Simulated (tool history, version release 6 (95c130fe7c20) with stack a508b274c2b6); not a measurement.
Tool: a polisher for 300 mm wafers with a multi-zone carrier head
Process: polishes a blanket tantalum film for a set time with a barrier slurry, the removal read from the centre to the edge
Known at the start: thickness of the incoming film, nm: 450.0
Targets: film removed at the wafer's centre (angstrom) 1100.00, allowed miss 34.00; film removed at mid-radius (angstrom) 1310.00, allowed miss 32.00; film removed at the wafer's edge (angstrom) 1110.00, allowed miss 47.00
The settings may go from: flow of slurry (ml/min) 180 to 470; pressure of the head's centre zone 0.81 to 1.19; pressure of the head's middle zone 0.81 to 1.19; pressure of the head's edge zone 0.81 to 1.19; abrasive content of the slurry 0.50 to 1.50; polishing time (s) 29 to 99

| run | hour | flow of slurry (ml/min) | pressure of the head's centre zone | pressure of the head's middle zone | pressure of the head's edge zone | abrasive content of the slurry | polishing time (s) | film removed at the wafer's centre (angstrom) | film removed at mid-radius (angstrom) | film removed at the wafer's edge (angstrom) |
|---|---|---|---|---|---|---|---|---|---|---|
| 1 | 0.0 | 300 | 1.00 | 1.00 | 1.00 | 1.00 | 64 | 1114.70 | 1002.00 | 1001.50 |
| 2 | 2.0 | 305 | 0.99 | 1.02 | 1.00 | 1.00 | 64 | 1114.50 | 1031.00 | 992.10 |
| 3 | 10.4 | 305 | 0.99 | 1.02 | 1.00 | 1.00 | 50 | 860.44 | 797.93 | 799.70 |
| 4 | 11.7 | 230 | 0.99 | 1.02 | 1.00 | 1.00 | 50 | 850.20 | 766.04 | 761.67 |
| 5 | 17.2 | 230 | 0.99 | 1.02 | 1.00 | 1.05 | 50 | 846.58 | 784.11 | 778.15 |
| 6 | 22.2 | 245 | 0.99 | 1.04 | 1.01 | 1.10 | 51 | 869.76 | 825.67 | 811.64 |
| 7 | 24.2 | 260 | 0.99 | 1.06 | 1.01 | 1.15 | 52 | 928.46 | 858.42 | 854.75 |
| 8 | 28.7 | 270 | 0.97 | 1.07 | 1.00 | 1.15 | 53 | 926.60 | 916.93 | 850.15 |
| 9 | 29.4 | 355 | 0.93 | 1.17 | 1.10 | 1.40 | 59 | 1057.30 | 1168.30 | 1068.90 |
| 10 | 36.9 | 360 | 0.92 | 1.17 | 1.09 | 1.40 | 59 | 1069.80 | 1171.80 | 1058.00 |
| 11 | 43.8 | 365 | 0.91 | 1.17 | 1.09 | 1.40 | 59 | 1068.20 | 1160.10 | 1056.70 |
|  | 46.6 | centre zone pressure recalibrated |
| 12 | 46.6 | 350 | 0.90 | 1.17 | 1.08 | 1.40 | 60 | 961.14 | 1191.40 | 1077.20 |
| 13 | 53.9 | 360 | 0.90 | 1.17 | 1.07 | 1.40 | 60 | 976.09 | 1185.70 | 1068.10 |
| 14 | 61.8 | 370 | 0.90 | 1.17 | 1.06 | 1.40 | 60 | 972.99 | 1185.30 | 1060.00 |

Which of these 4 next moves meets every target?
| A | 69.7 | 405 | 0.96 | 1.19 | 1.00 | 1.35 | 65 | ? | ? | ? |
| B | 69.7 | 360 | 0.89 | 1.08 | 1.18 | 1.45 | 58 | ? | ? | ? |
| C | 69.7 | 325 | 0.83 | 1.04 | 1.02 | 1.25 | 57 | ? | ? | ? |
| D | 69.7 | 320 | 0.81 | 1.12 | 1.08 | 1.35 | 56 | ? | ? | ? |

| move | film removed at the wafer's centre (angstrom) | film removed at mid-radius (angstrom) | film removed at the wafer's edge (angstrom) |
|---|---|---|---|
| A | 1095.60 | 1321.10 | 1103.70 |
| B | 923.60 | 1090.70 | 1080.30 |
| C | 823.53 | 996.90 | 949.35 |
| D | 806.42 | 1059.60 | 973.61 |
A: meets every target
B: further off than the last run
C: further off than the last run
D: further off than the last run
The right move is A.
